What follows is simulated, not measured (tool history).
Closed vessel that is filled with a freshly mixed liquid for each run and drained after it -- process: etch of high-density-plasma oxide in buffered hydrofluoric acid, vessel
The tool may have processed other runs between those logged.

| run | day | temperature setpoint of the liquid (K) | parts of 40 % ammonium fluoride to one part of 49 % hydrofluoric acid (parts by volume) | time in the liquid (s) | thickness taken off the high-density-plasma oxide on a monitor wafer (Å) |
|---|---|---|---|---|---|
| 1 | 0.000 | 298.15 | 21.5 | 105 | 946.75 |
| 2 | 0.196 | 296.65 | 22.0 | 105 | 859.67 |
| 3 | 0.508 | 295.15 | 22.0 | 105 | 786.98 |
| 4 | 0.738 | 295.15 | 24.0 | 105 | 734.51 |
| 5 | 1.058 | 295.15 | 21.0 | 105 | 810.22 |
| 6 | 1.171 | 298.15 | 21.0 | 105 | 949.42 |
| 7 | 1.446 | 296.65 | 21.5 | 105 | 870.47 |
| 8 | 1.621 | 295.15 | 21.5 | 105 | 793.61 |
| 9 | 1.729 | 294.15 | 21.5 | 105 | 748.02 |
| 10 | 2.062 | 293.15 | 21.5 | 105 | 707.91 |
| 11 | 2.258 | 292.65 | 21.5 | 105 | 694.50 |
| 12 | 2.596 | 292.15 | 21.5 | 105 | 677.79 |

The next listed run, before its measurement:
| 13 | 2.762 | 291.65 | 21.5 | 105 | ? |

Run 13 measured thickness taken off the high-density-plasma oxide on a monitor wafer (Å) 651.44.
